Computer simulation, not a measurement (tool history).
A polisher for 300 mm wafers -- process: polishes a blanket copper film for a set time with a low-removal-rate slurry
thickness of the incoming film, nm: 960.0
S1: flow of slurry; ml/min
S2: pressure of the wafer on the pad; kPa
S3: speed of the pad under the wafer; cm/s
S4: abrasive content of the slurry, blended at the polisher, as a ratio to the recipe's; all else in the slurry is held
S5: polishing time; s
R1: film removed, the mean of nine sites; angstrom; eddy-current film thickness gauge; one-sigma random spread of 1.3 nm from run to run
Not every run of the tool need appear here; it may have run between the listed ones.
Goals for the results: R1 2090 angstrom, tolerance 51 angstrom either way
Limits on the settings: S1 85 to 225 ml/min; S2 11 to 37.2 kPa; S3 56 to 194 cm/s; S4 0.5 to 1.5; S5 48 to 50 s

run	hour	S1	S2	S3	S4	S5	R1
1	0	145	24.1	124	1	48	1844.3
2	8.3	130	24.1	124	1	48	1785.6
3	9.5	135	24.1	124	1	48	1785.7
4	10.3	135	24.1	124	1	48	1802.2
5	11.9	140	24.1	124	1	48	1851.2
6	19.8	145	24.1	124	1	48	1828.4
7	27.3	150	24.1	124	1	48	1862.3
8	29	155	24.1	124	1	48	1863.1
9	29.5	160	24.1	124	1	48	1851.5
10	37.5	170	25.5	124	1	48	1970.3

Pick the move, out of 5, that brings all results within their allowed miss; only one does.
A	45.5	190	23.4	120	1.05	50	?
B	45.5	160	28.3	124	0.85	48	?
C	45.5	175	24.1	110	1.1	50	?
D	45.5	190	20.7	136	0.8	50	?
E	45.5	160	24.1	122	1	49	?

move	R1
A	1922.2
B	2075.5
C	1842.6
D	1746.5
E	1882.7
A: misses by more than the last run did
B: each result inside its tolerance
C: misses by more than the last run did
D: misses by more than the last run did
E: misses by more than the last run did
The right move is B.

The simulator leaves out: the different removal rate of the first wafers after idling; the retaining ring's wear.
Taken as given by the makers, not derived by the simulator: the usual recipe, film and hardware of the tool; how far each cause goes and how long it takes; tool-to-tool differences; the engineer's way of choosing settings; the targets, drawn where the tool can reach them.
